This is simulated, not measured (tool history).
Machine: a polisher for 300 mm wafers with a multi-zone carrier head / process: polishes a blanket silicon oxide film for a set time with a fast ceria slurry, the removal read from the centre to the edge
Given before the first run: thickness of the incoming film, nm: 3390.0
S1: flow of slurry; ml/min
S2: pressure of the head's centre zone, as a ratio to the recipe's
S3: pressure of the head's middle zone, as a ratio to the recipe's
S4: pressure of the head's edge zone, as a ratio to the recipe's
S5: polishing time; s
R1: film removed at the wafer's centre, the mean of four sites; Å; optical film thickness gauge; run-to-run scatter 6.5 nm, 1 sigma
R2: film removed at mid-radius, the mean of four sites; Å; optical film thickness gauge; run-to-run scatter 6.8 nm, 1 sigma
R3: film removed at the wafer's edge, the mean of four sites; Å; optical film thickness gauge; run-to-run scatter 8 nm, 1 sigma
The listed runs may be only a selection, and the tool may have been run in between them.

run 1 hour=0 | S1=300 S2=1 S3=1 S4=1 S5=62 | R1=11054 R2=10853 R3=10841
run 2 hour=1.8 | S1=305 S2=1.01 S3=1 S4=0.98 S5=60 | R1=10858 R2=10517 R3=10334
run 3 hour=5.6 | S1=305 S2=1.01 S3=1 S4=0.98 S5=69 | R1=12414 R2=12146 R3=11796
run 4 hour=10.6 | S1=305 S2=1.07 S3=1 S4=0.98 S5=69 | R1=13138 R2=12177 R3=12126
run 5 hour=14.8 | S1=320 S2=1.06 S3=0.99 S4=0.96 S5=66 | R1=12583 R2=11506 R3=11357
run 6 hour=23.4 | S1=320 S2=1 S3=0.99 S4=0.96 S5=66 | R1=11867 R2=11464 R3=11621
run 7 hour=29.5 | S1=305 S2=1.01 S3=0.99 S4=0.95 S5=63 | R1=11317 R2=10958 R3=10643
run 8 hour=30.4 | S1=290 S2=1.01 S3=0.97 S4=0.93 S5=61 | R1=11020 R2=10346 R3=10307

Run 9 is up next; what results do you expect?
run 9 hour=30.9 | S1=290 S2=1.01 S3=0.97 S4=0.93 S5=61 | R1=? R2=? R3=?

{"run 9": {"R1": 10900, "R2": 10309, "R3": 10381}}
